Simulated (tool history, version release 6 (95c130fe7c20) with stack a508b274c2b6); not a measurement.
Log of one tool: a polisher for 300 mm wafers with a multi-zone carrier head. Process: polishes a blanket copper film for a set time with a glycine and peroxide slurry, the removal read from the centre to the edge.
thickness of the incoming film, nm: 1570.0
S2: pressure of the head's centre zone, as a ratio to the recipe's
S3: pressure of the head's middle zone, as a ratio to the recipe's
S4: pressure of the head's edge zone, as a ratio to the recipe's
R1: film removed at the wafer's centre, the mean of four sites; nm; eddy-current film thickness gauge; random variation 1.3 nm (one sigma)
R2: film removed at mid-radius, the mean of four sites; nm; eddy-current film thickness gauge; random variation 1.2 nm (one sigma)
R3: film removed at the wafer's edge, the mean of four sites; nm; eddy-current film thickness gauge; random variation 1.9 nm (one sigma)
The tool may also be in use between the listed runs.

Run 1, day 0.000: flow of slurry (ml/min) 285, S2 1.00, S3 1.00, S4 1.00, polishing time (s) 51. Result: R1 171.63 nm, R2 180.30 nm, R3 171.34 nm.
Run 2, day 0.371: flow of slurry (ml/min) 230, S2 1.00, S3 1.00, S4 1.00, polishing time (s) 51. Result: R1 164.86 nm, R2 176.93 nm, R3 170.66 nm.
Run 3, day 0.671: flow of slurry (ml/min) 230, S2 1.00, S3 1.00, S4 0.92, polishing time (s) 51. Result: R1 168.95 nm, R2 177.53 nm, R3 167.24 nm.
Run 4, day 0.733: flow of slurry (ml/min) 250, S2 1.00, S3 0.96, S4 0.91, polishing time (s) 48. Result: R1 162.02 nm, R2 165.36 nm, R3 152.71 nm.
At day 0.983: slurry nozzle cleaned.
Run 5, day 0.983: flow of slurry (ml/min) 250, S2 1.00, S3 0.96, S4 0.83, polishing time (s) 48. Result: R1 166.62 nm, R2 168.12 nm, R3 152.96 nm.
Run 6, day 1.008: flow of slurry (ml/min) 250, S2 1.00, S3 1.03, S4 0.83, polishing time (s) 48. Result: R1 165.52 nm, R2 176.36 nm, R3 156.79 nm.
Run 7, day 1.054: flow of slurry (ml/min) 215, S2 0.98, S3 0.93, S4 0.93, polishing time (s) 39. Result: R1 130.28 nm, R2 131.76 nm, R3 124.80 nm.

Run 8 comes next. What will it give?
Run 8, day 1.188: flow of slurry (ml/min) 260, S2 1.02, S3 0.85, S4 1.03, polishing time (s) 41. Result: R1 ?, R2 ?, R3 ?.

{"run 8": {"R1": 145.01, "R2": 131.33, "R3": 146.58}}
